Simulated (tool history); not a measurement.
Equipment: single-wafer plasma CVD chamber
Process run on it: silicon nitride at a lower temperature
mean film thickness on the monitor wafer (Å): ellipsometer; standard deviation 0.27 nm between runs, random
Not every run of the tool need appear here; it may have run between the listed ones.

run    day  heater temperature setpoint (deg C)  chamber pressure (Pa)  RF power (kW)  deposition time (s)  mean film thickness on the monitor wafer (Å)
  1      0                                  335                    247           0.23                 46.6                                        455.12
  2  0.204                                  335                    247           0.23                   48                                        468.81
  3  0.479                                  335                    247           0.23                 46.6                                         455.5
  4  0.746                                  335                    267           0.24                 46.7                                        484.49
  5  0.942                                  343                    267           0.24                 46.7                                        482.74
  6  1.279                                  343                    304           0.24                 46.7                                        501.73
  7  1.604                                  343                    312          0.245                 46.7                                        510.86

For run 8, what comes out?
  8  1.846                                  343                    317          0.245                 46.7                                             ?

Run 8 yielded mean film thickness on the monitor wafer (Å) 520.9.
